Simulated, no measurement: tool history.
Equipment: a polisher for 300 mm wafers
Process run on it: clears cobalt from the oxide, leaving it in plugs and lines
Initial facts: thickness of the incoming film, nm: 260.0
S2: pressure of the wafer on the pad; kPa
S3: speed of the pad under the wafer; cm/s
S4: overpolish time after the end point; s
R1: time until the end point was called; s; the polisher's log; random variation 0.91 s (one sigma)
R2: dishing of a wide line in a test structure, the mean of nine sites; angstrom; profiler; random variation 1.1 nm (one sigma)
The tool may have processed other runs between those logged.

Run 1, day 0: flow of slurry (ml/min) 270, S2 14.5 kPa, S3 96 cm/s, S4 24 s. Result: R1 51.903 s, R2 590.98 angstrom.
Run 2, day 0.229: flow of slurry (ml/min) 270, S2 14.5 kPa, S3 96 cm/s, S4 17 s. Result: R1 51.927 s, R2 519 angstrom.
Run 3, day 0.425: flow of slurry (ml/min) 270, S2 11.7 kPa, S3 94 cm/s, S4 24 s. Result: R1 65.44 s, R2 545.33 angstrom.
Run 4, day 0.725: flow of slurry (ml/min) 270, S2 10.3 kPa, S3 94 cm/s, S4 28 s. Result: R1 73.085 s, R2 567.76 angstrom.
Run 5, day 1.067: flow of slurry (ml/min) 270, S2 9.7 kPa, S3 94 cm/s, S4 31 s. Result: R1 77.52 s, R2 588.52 angstrom.
Run 6, day 1.375: flow of slurry (ml/min) 270, S2 9.7 kPa, S3 106 cm/s, S4 31 s. Result: R1 71.164 s, R2 612.64 angstrom.
Run 7, day 1.65: flow of slurry (ml/min) 270, S2 9.7 kPa, S3 106 cm/s, S4 31 s. Result: R1 70.245 s, R2 596.31 angstrom.
Run 8, day 1.975: flow of slurry (ml/min) 270, S2 9 kPa, S3 104 cm/s, S4 33 s. Result: R1 75.596 s, R2 594.59 angstrom.

For run 9, what comes out?
Run 9, day 2.125: flow of slurry (ml/min) 270, S2 8.3 kPa, S3 104 cm/s, S4 35 s. Result: R1 ?, R2 ?.

{"run 9": {"R1": 82.177, "R2": 612.93}}
